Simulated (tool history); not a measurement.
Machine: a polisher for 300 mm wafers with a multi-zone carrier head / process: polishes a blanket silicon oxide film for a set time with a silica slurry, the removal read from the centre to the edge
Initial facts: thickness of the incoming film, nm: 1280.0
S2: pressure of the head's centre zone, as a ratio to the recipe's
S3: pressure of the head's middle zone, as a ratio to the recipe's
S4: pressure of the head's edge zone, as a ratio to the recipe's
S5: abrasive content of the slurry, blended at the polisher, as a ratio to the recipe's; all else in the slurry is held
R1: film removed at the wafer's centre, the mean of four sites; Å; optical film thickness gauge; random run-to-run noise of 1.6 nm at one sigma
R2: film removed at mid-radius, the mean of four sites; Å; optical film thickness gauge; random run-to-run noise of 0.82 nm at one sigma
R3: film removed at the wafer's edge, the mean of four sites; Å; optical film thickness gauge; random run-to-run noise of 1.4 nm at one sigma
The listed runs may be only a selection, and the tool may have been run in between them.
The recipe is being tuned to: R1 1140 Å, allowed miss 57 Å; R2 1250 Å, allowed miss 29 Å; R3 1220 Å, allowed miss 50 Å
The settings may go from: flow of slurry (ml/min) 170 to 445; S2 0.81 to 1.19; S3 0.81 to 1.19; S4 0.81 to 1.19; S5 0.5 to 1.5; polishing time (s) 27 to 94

Run 1, hour 0: flow of slurry (ml/min) 285, S2 1, S3 1, S4 1, S5 1, polishing time (s) 60. Result: R1 1439.7 Å, R2 1413.6 Å, R3 1390.6 Å.
Run 2, hour 7: flow of slurry (ml/min) 285, S2 1, S3 1, S4 1, S5 1, polishing time (s) 75. Result: R1 1785.5 Å, R2 1791.8 Å, R3 1798.2 Å.
Run 3, hour 14.9: flow of slurry (ml/min) 285, S2 1, S3 0.96, S4 1, S5 1, polishing time (s) 75. Result: R1 1810 Å, R2 1709 Å, R3 1782.2 Å.
Run 4, hour 23.8: flow of slurry (ml/min) 280, S2 0.95, S3 0.95, S4 0.96, S5 0.85, polishing time (s) 74. Result: R1 1582.9 Å, R2 1533.1 Å, R3 1555.5 Å.
Run 5, hour 27.3: flow of slurry (ml/min) 280, S2 0.95, S3 0.95, S4 0.96, S5 0.85, polishing time (s) 65. Result: R1 1370.7 Å, R2 1327.9 Å, R3 1351.8 Å.
Run 6, hour 28.8: flow of slurry (ml/min) 270, S2 0.91, S3 0.95, S4 0.94, S5 0.85, polishing time (s) 65. Result: R1 1308.7 Å, R2 1364.4 Å, R3 1367.3 Å.
Run 7, hour 34.6: flow of slurry (ml/min) 270, S2 0.89, S3 0.94, S4 0.91, S5 0.8, polishing time (s) 65. Result: R1 1255.2 Å, R2 1286.7 Å, R3 1292.2 Å.
Run 8, hour 40.4: flow of slurry (ml/min) 240, S2 0.81, S3 0.96, S4 0.86, S5 0.8, polishing time (s) 65. Result: R1 1132.5 Å, R2 1297.1 Å, R3 1225.2 Å.

Which one of the following 5 next-run settings gets every result inside its allowed miss? There is exactly one.
Run A, hour 46.2: flow of slurry (ml/min) 340, S2 0.83, S3 1.05, S4 0.95, S5 0.9, polishing time (s) 56. Result: R1 ?, R2 ?, R3 ?.
Run B, hour 46.2: flow of slurry (ml/min) 185, S2 0.94, S3 1.06, S4 0.99, S5 0.6, polishing time (s) 78. Result: R1 ?, R2 ?, R3 ?.
Run C, hour 46.2: flow of slurry (ml/min) 255, S2 0.81, S3 1, S4 0.97, S5 0.75, polishing time (s) 59. Result: R1 ?, R2 ?, R3 ?.
Run D, hour 46.2: flow of slurry (ml/min) 215, S2 0.88, S3 1.01, S4 0.81, S5 0.85, polishing time (s) 59. Result: R1 ?, R2 ?, R3 ?.
Run E, hour 46.2: flow of slurry (ml/min) 180, S2 0.82, S3 0.95, S4 0.86, S5 1.05, polishing time (s) 56. Result: R1 ?, R2 ?, R3 ?.

move      R1      R2      R3
   A  1145.6  1311.7  1225.8
   B  1224.3    1308  1258.4
   C  1030.2  1162.2  1142.1
   D  1153.7  1244.1  1123.6
   E  1147.6  1246.8  1212.9
A: lands further from the targets than the last run did
B: lands further from the targets than the last run did
C: pushes the last run's worst result past its target
D: brings the result that was furthest off to its target, and leaves another outside
E: every result within its allowed miss
Move E is the one to make.
